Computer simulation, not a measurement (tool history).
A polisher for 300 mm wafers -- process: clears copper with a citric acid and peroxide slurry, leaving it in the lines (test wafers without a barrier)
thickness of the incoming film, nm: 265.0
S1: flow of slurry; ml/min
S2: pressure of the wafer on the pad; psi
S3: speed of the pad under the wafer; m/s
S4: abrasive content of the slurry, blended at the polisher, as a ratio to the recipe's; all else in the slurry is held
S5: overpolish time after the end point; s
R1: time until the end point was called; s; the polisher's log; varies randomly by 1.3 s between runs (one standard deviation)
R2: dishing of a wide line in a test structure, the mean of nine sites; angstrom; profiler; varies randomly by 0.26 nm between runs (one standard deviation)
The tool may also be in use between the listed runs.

run  hour   S1   S2    S3   S4  S5      R1      R2
  1   0.0  305  3.9  0.96  1.0  13  117.80  148.58
  2   6.3  305  4.0  0.96  1.0  13  116.04  147.53
  3   9.5  305  4.0  0.96  1.0  16  115.31  164.38
  4  14.1  305  3.0  0.96  1.0  16  150.09  143.18
  5  14.6  265  3.0  0.96  1.0  16  152.21  139.39
  6  19.2  265  2.6  0.96  1.0  16  171.79  131.70
  7  25.4  265  2.8  0.96  1.0  16  158.75  138.48
  8  29.3  265  3.0  0.96  1.0  16  150.88  137.96

What will run 9 give?
  9  29.8  270  3.2  0.96  1.0  16   ?   ?

R1: 144.85 s
R2: 149.49 angstrom
